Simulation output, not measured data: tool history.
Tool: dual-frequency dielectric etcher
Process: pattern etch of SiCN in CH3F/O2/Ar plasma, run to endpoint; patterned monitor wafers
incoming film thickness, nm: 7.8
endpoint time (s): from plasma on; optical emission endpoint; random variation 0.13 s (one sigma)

run	hour	source power (W)	bias power (W)	endpoint time (s)
1	0.0	480	101	17.851
2	5.8	450	99	18.558
3	11.4	380	99	19.442
4	15.2	370	98	19.822
5	17.8	450	98	18.495
6	22.5	410	98	19.196

The next listed run, before its measurement:
7	31.3	400	97	?

endpoint time (s): 19.395

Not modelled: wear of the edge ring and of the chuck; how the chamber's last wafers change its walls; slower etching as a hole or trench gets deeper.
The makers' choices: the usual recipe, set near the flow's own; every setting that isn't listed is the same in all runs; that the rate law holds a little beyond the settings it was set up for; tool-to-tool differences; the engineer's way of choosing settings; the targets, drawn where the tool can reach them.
